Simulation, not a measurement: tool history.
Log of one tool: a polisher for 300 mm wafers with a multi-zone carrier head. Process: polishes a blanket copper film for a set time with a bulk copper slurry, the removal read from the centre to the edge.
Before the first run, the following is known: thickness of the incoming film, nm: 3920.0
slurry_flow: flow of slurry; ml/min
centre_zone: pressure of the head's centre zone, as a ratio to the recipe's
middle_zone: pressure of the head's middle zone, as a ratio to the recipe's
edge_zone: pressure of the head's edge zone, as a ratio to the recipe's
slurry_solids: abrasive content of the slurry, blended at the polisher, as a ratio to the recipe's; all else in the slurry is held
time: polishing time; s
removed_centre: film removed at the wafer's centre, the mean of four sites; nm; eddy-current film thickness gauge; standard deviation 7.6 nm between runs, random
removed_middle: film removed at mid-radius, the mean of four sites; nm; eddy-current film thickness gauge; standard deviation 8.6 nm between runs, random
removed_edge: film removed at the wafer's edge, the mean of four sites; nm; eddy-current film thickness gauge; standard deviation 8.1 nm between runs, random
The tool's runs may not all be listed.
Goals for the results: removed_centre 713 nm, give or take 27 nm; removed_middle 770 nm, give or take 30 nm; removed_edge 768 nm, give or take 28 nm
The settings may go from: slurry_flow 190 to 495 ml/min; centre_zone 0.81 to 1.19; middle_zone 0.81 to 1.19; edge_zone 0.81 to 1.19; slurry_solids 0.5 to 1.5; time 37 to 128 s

{"run": 1, "hour": 0.0, "slurry_flow": 320, "centre_zone": 1, "middle_zone": 1, "edge_zone": 1, "slurry_solids": 1, "time": 82, "removed_centre": 642.61, "removed_middle": 686, "removed_edge": 643.36}
{"run": 2, "hour": 4.8, "slurry_flow": 320, "centre_zone": 1, "middle_zone": 1, "edge_zone": 1.04, "slurry_solids": 1.1, "time": 83, "removed_centre": 660.25, "removed_middle": 703.82, "removed_edge": 692.99}
{"run": 3, "hour": 6.7, "slurry_flow": 320, "centre_zone": 0.93, "middle_zone": 1, "edge_zone": 1.04, "slurry_solids": 1.1, "time": 83, "removed_centre": 622.07, "removed_middle": 698.43, "removed_edge": 688.45}
{"run": 4, "hour": 9.7, "slurry_flow": 325, "centre_zone": 0.95, "middle_zone": 1.01, "edge_zone": 1.06, "slurry_solids": 1.15, "time": 83, "removed_centre": 637.16, "removed_middle": 728.71, "removed_edge": 698.65}
{"run": 5, "hour": 10.9, "slurry_flow": 325, "centre_zone": 0.95, "middle_zone": 1.01, "edge_zone": 1.06, "slurry_solids": 1.05, "time": 83, "removed_centre": 608.72, "removed_middle": 693.96, "removed_edge": 694.7}
{"run": 6, "hour": 17.1, "slurry_flow": 325, "centre_zone": 0.95, "middle_zone": 1.01, "edge_zone": 0.99, "slurry_solids": 1.05, "time": 83, "removed_centre": 624.18, "removed_middle": 718.32, "removed_edge": 662.71}
{"run": 7, "hour": 24.8, "slurry_flow": 330, "centre_zone": 0.96, "middle_zone": 1.01, "edge_zone": 1.02, "slurry_solids": 1.1, "time": 84, "removed_centre": 658.02, "removed_middle": 718.22, "removed_edge": 691.24}
{"run": 8, "hour": 29.0, "slurry_flow": 340, "centre_zone": 0.96, "middle_zone": 1.02, "edge_zone": 1.04, "slurry_solids": 1.15, "time": 84, "removed_centre": 650.95, "removed_middle": 743.59, "removed_edge": 708.09}
{"run": 9, "hour": 35.9, "slurry_flow": 340, "centre_zone": 0.97, "middle_zone": 1.02, "edge_zone": 1.05, "slurry_solids": 1.2, "time": 84, "removed_centre": 669.08, "removed_middle": 749.31, "removed_edge": 720.59}
{"run": 10, "hour": 40.6, "slurry_flow": 345, "centre_zone": 0.98, "middle_zone": 1.02, "edge_zone": 1.06, "slurry_solids": 1.2, "time": 84, "removed_centre": 680.17, "removed_middle": 756.39, "removed_edge": 726.53}
{"run": 11, "hour": 41.2, "slurry_flow": 350, "centre_zone": 0.99, "middle_zone": 1.02, "edge_zone": 1.07, "slurry_solids": 1.2, "time": 84, "removed_centre": 696.18, "removed_middle": 752.36, "removed_edge": 724.13}
{"run": 12, "hour": 43.6, "slurry_flow": 350, "centre_zone": 0.99, "middle_zone": 1.02, "edge_zone": 1.08, "slurry_solids": 1.2, "time": 84, "removed_centre": 703.41, "removed_middle": 758.72, "removed_edge": 724.3}
{"run": 13, "hour": 46.3, "slurry_flow": 345, "centre_zone": 0.99, "middle_zone": 1.02, "edge_zone": 1.09, "slurry_solids": 1.2, "time": 84, "removed_centre": 687.9, "removed_middle": 739.63, "removed_edge": 732.5}
{"run": 14, "hour": 49.4, "slurry_flow": 350, "centre_zone": 0.99, "middle_zone": 1.02, "edge_zone": 1.1, "slurry_solids": 1.2, "time": 84, "removed_centre": 683.37, "removed_middle": 726.91, "removed_edge": 741.59}
{"run": 15, "hour": 51.3, "slurry_flow": 355, "centre_zone": 0.99, "middle_zone": 1.03, "edge_zone": 1.1, "slurry_solids": 1.2, "time": 84, "removed_centre": 694, "removed_middle": 749.8, "removed_edge": 742.32}
{"run": 16, "hour": 59.7, "slurry_flow": 355, "centre_zone": 0.99, "middle_zone": 1.03, "edge_zone": 1.1, "slurry_solids": 1.2, "time": 84, "removed_centre": 690.18, "removed_middle": 757.8, "removed_edge": 742.65}

5 candidate next runs follow, results not yet known. Just one meets every target within its allowed miss. Identify it.
{"run": "A", "hour": 68.1, "slurry_flow": 350, "centre_zone": 1.03, "middle_zone": 1.05, "edge_zone": 1.08, "slurry_solids": 1.25, "time": 81, "removed_centre": "?", "removed_middle": "?", "removed_edge": "?"}
{"run": "B", "hour": 68.1, "slurry_flow": 285, "centre_zone": 0.93, "middle_zone": 1.08, "edge_zone": 1.03, "slurry_solids": 1.2, "time": 88, "removed_centre": "?", "removed_middle": "?", "removed_edge": "?"}
{"run": "C", "hour": 68.1, "slurry_flow": 320, "centre_zone": 0.92, "middle_zone": 1.08, "edge_zone": 1.18, "slurry_solids": 1.25, "time": 83, "removed_centre": "?", "removed_middle": "?", "removed_edge": "?"}
{"run": "D", "hour": 68.1, "slurry_flow": 390, "centre_zone": 0.95, "middle_zone": 1.05, "edge_zone": 1.07, "slurry_solids": 1.25, "time": 80, "removed_centre": "?", "removed_middle": "?", "removed_edge": "?"}
{"run": "E", "hour": 68.1, "slurry_flow": 395, "centre_zone": 0.98, "middle_zone": 1.01, "edge_zone": 1.09, "slurry_solids": 1.2, "time": 87, "removed_centre": "?", "removed_middle": "?", "removed_edge": "?"}

move=A removed_centre=694.43 removed_middle=733.61 removed_edge=710.38
move=B removed_centre=660.77 removed_middle=793.77 removed_edge=736.02
move=C removed_centre=629.82 removed_middle=763.89 removed_edge=756.97
move=D removed_centre=638.06 removed_middle=730.99 removed_edge=702.88
move=E removed_centre=709.81 removed_middle=763.35 removed_edge=765.22
A: misses by more than the last run did
B: misses by more than the last run did
C: meets the target for the result that was furthest off, but another lies outside its allowed miss
D: misses by more than the last run did
E: hits every target within its allowed miss
So the answer is move E, the one that meets all the targets.
